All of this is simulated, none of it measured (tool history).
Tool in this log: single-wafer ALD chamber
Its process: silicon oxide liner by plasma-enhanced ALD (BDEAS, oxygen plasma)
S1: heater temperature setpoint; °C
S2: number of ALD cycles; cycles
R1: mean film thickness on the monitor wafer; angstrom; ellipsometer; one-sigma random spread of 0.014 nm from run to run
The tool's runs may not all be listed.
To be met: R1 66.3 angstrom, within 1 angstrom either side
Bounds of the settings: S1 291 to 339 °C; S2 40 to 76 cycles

Run 1, hour 0: S1 315 °C, S2 58 cycles. Result: R1 52.124 angstrom.
Run 2, hour 6.6: S1 319 °C, S2 58 cycles. Result: R1 51.885 angstrom.
Run 3, hour 9.1: S1 319 °C, S2 60 cycles. Result: R1 53.567 angstrom.
Run 4, hour 15.7: S1 318 °C, S2 62 cycles. Result: R1 55.651 angstrom.
Run 5, hour 24.7: S1 318 °C, S2 69 cycles. Result: R1 61.936 angstrom.
At hour 27.6: thermocouple changed; heater temperature recalibrated.
Run 6, hour 27.6: S1 311 °C, S2 69 cycles. Result: R1 62.7 angstrom.
Run 7, hour 28.8: S1 311 °C, S2 69 cycles. Result: R1 62.548 angstrom.
Run 8, hour 36.6: S1 311 °C, S2 70 cycles. Result: R1 63.488 angstrom.

Exactly one of the 4 candidate moves below puts every result within its allowed miss. Which one?
Run A, hour 44.4: S1 315 °C, S2 65 cycles. Result: R1 ?.
Run B, hour 44.4: S1 305 °C, S2 68 cycles. Result: R1 ?.
Run C, hour 44.4: S1 311 °C, S2 68 cycles. Result: R1 ?.
Run D, hour 44.4: S1 315 °C, S2 73 cycles. Result: R1 ?.

move      R1
   A  58.718
   B    62.2
   C  61.737
   D  65.945
A: its largest miss is bigger than the last run's
B: its largest miss is bigger than the last run's
C: its largest miss is bigger than the last run's
D: all results land within tolerance of their targets
D is the move that brings every result within its allowed miss.
